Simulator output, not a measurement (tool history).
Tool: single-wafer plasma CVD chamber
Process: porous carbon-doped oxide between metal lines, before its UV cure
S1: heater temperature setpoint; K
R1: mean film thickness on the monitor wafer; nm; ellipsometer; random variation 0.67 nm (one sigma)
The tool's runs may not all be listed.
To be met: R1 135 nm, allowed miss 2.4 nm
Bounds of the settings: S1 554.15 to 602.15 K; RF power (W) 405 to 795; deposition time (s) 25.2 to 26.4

{"run": 1, "hour": 0.0, "S1": 578.15, "RF power (W)": 600, "deposition time (s)": 26.4, "R1": 169.47}
{"run": 2, "hour": 4.4, "S1": 578.15, "RF power (W)": 600, "deposition time (s)": 26.4, "R1": 169.02}
{"run": 3, "hour": 8.7, "S1": 582.15, "RF power (W)": 580, "deposition time (s)": 26.3, "R1": 161.98}
{"run": 4, "hour": 17.0, "S1": 572.15, "RF power (W)": 580, "deposition time (s)": 26.3, "R1": 171.41}
{"run": 5, "hour": 22.9, "S1": 583.15, "RF power (W)": 580, "deposition time (s)": 26.3, "R1": 160.2}
{"run": 6, "hour": 28.1, "S1": 586.15, "RF power (W)": 565, "deposition time (s)": 26.3, "R1": 155.65}
{"run": 7, "hour": 33.4, "S1": 598.15, "RF power (W)": 480, "deposition time (s)": 26.1, "R1": 130.15}
{"run": 8, "hour": 37.1, "S1": 597.15, "RF power (W)": 480, "deposition time (s)": 26.1, "R1": 130.3}
{"run": 9, "hour": 38.6, "S1": 596.15, "RF power (W)": 480, "deposition time (s)": 26.1, "R1": 130.45}
{"run": 10, "hour": 46.2, "S1": 595.15, "RF power (W)": 480, "deposition time (s)": 26.1, "R1": 132.38}

Which of these 4 next moves meets every target?
{"run": "A", "hour": 53.8, "S1": 596.15, "RF power (W)": 475, "deposition time (s)": 25.9, "R1": "?"}
{"run": "B", "hour": 53.8, "S1": 599.15, "RF power (W)": 495, "deposition time (s)": 25.2, "R1": "?"}
{"run": "C", "hour": 53.8, "S1": 597.15, "RF power (W)": 495, "deposition time (s)": 26.4, "R1": "?"}
{"run": "D", "hour": 53.8, "S1": 588.15, "RF power (W)": 480, "deposition time (s)": 26.4, "R1": "?"}

move=A R1=129.71
move=B R1=127.44
move=C R1=134.79
move=D R1=139.23
A: further off than the last run
B: further off than the last run
C: meets every target
D: takes the result that was furthest off past its target
Move C is the one to make.
